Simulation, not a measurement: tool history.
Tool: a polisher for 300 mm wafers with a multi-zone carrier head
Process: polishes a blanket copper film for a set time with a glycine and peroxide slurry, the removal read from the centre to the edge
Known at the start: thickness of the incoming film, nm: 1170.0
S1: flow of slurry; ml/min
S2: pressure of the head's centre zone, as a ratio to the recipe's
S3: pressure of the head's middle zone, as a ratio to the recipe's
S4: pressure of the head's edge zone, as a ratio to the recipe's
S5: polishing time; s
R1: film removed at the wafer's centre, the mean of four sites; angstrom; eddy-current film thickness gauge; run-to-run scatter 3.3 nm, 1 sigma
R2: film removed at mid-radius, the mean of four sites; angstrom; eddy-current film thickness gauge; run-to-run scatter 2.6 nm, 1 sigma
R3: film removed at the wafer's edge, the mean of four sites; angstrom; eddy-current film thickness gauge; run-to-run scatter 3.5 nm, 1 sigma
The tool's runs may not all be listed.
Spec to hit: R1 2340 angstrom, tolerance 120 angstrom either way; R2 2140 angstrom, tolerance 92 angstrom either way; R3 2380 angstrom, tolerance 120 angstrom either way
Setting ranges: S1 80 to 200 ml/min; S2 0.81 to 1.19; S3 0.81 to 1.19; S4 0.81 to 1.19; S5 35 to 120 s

run	hour	S1	S2	S3	S4	S5	R1	R2	R3
1	0	130	1	1	1	77	3002.2	2977.9	3042.8
2	0.7	125	1	0.98	0.99	75	2825.5	2856.9	2839.3
3	3.3	125	1	0.96	1	74	2820.6	2817.3	2770.6
4	4.2	110	1	0.96	1	74	2739.9	2680.6	2824.4
5	8.7	110	1	1.03	1	74	2792	2859.4	2849.8
6	12	110	1	1.03	1.04	74	2812.9	2813.4	2912.8
7	14	110	1	1.01	1.04	73	2737	2770.1	2798.1
8	22.7	105	1	0.99	1.05	72	2621.2	2627.6	2779.6
9	23.4	105	1.01	0.97	1.05	71	2663.9	2562.8	2672.5
10	26.9	105	1.01	0.96	1.05	70	2542.8	2563.7	2718.2
11	34.8	105	1.02	0.95	1.05	69	2613.8	2474.8	2628.9
12	36.4	105	1.02	0.94	1.05	68	2504.5	2371.9	2615.1
13	40.4	105	1.02	0.94	1.05	68	2580.7	2358.1	2577.7
14	48.8	105	1.02	0.93	1.05	68	2598.1	2318.5	2573.4
15	57.6	105	1.02	0.93	1.04	68	2510.2	2333.6	2567.9
16	62.3	105	1.02	0.93	1.04	68	2522.5	2418.5	2587.6
17	68.6	105	1.02	0.92	1.04	67	2563.5	2381.1	2522
18	71	105	1.02	0.91	1.04	67	2466	2273.8	2655.1
19	71.7	105	1.02	0.91	1.04	67	2606.2	2257.9	2584.8
20	76.3	105	1.02	0.91	1.04	67	2606.2	2302.4	2547.5
21	81.5	105	1.02	0.91	1.04	66	2423	2314.5	2500.4

Which single option among these 4 for the next run brings every result within its allowed miss of target? Just one does.
A	86.7	90	0.99	0.86	1.12	68	?	?	?
B	86.7	105	1	0.91	1	63	?	?	?
C	86.7	115	1.12	0.93	1.06	61	?	?	?
D	86.7	80	1.09	0.86	1.13	62	?	?	?

move	R1	R2	R3
A	2432	2177.9	2666.7
B	2359.8	2181.5	2409
C	2612.8	2186.9	2415.4
D	2373	1935.2	2399.7
A: brings the last run's worst result on target, with another outside its allowed miss
B: in spec on every target
C: brings the last run's worst result on target, with another outside its allowed miss
D: carries the result that was furthest off beyond its target, to the other side
Correct choice: B, which meets every target

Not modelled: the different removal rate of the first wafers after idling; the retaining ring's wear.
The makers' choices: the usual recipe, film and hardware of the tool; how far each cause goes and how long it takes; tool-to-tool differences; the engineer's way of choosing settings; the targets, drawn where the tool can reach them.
